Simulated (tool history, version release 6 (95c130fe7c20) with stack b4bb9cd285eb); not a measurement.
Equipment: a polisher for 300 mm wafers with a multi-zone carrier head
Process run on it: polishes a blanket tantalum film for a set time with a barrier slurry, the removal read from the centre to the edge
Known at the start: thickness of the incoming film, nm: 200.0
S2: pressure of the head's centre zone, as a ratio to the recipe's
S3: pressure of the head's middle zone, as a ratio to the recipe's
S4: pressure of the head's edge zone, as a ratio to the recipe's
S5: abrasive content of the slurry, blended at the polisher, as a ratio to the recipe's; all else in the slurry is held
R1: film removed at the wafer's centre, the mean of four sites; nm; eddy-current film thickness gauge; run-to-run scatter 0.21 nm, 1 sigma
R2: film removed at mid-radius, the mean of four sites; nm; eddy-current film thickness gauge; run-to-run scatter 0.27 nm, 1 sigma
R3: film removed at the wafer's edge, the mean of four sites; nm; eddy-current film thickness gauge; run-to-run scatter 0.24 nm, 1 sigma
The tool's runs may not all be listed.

Run 1, day 0.000: flow of slurry (ml/min) 180, S2 1.00, S3 1.00, S4 1.00, S5 1.00, polishing time (s) 62. Result: R1 56.996 nm, R2 56.445 nm, R3 59.206 nm.
Run 2, day 0.029: flow of slurry (ml/min) 180, S2 1.00, S3 1.00, S4 1.07, S5 1.00, polishing time (s) 62. Result: R1 57.323 nm, R2 57.489 nm, R3 62.350 nm.
Run 3, day 0.108: flow of slurry (ml/min) 180, S2 1.00, S3 1.00, S4 1.07, S5 1.05, polishing time (s) 62. Result: R1 57.845 nm, R2 57.355 nm, R3 61.403 nm.
Run 4, day 0.462: flow of slurry (ml/min) 180, S2 0.98, S3 1.02, S4 1.01, S5 0.90, polishing time (s) 55. Result: R1 49.141 nm, R2 50.432 nm, R3 51.530 nm.
Run 5, day 0.529: flow of slurry (ml/min) 180, S2 0.98, S3 1.02, S4 1.01, S5 0.90, polishing time (s) 63. Result: R1 56.560 nm, R2 58.115 nm, R3 59.236 nm.
Run 6, day 0.858: flow of slurry (ml/min) 215, S2 0.98, S3 1.02, S4 1.01, S5 0.90, polishing time (s) 63. Result: R1 57.228 nm, R2 59.045 nm, R3 59.947 nm.
Run 7, day 1.100: flow of slurry (ml/min) 205, S2 0.93, S3 1.01, S4 0.97, S5 0.80, polishing time (s) 57. Result: R1 49.285 nm, R2 51.926 nm, R3 52.354 nm.
Run 8, day 1.212: flow of slurry (ml/min) 185, S2 0.90, S3 1.02, S4 0.96, S5 0.70, polishing time (s) 52. Result: R1 41.537 nm, R2 45.680 nm, R3 45.736 nm.

Predict the results of run 9:
Run 9, day 1.354: flow of slurry (ml/min) 170, S2 0.88, S3 1.02, S4 0.93, S5 0.65, polishing time (s) 50. Result: R1 ?, R2 ?, R3 ?.

Run 9 produced R1 38.600 nm, R2 42.324 nm, R3 42.437 nm.
